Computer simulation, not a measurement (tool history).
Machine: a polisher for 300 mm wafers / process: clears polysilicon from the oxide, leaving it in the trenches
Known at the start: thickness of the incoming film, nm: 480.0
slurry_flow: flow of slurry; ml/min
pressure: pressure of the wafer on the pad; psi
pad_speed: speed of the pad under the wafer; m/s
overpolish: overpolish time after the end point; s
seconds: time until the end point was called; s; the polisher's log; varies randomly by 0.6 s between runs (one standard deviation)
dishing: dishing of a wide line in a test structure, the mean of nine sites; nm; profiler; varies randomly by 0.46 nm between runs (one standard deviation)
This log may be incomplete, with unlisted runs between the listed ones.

run	hour	slurry_flow	pressure	pad_speed	overpolish	seconds	dishing
1	0	315	2.2	1.28	20	34.306	54.733
2	1.6	375	2.2	1.28	20	34.445	54.593
3	3.3	375	1.9	1.28	20	39.642	52.86
4	8.9	375	1.5	1.28	20	49.426	50.748
5	15.2	375	1.5	1.28	16	49.798	49.202
6	17.2	400	1.5	1.38	14	46.991	47.658
7	22.4	410	1.6	1.42	12	43.722	47.088

For run 8, what comes out?
8	27.2	415	1.6	1.44	11	?	?

seconds: 42.34 s
dishing: 46.766 nm

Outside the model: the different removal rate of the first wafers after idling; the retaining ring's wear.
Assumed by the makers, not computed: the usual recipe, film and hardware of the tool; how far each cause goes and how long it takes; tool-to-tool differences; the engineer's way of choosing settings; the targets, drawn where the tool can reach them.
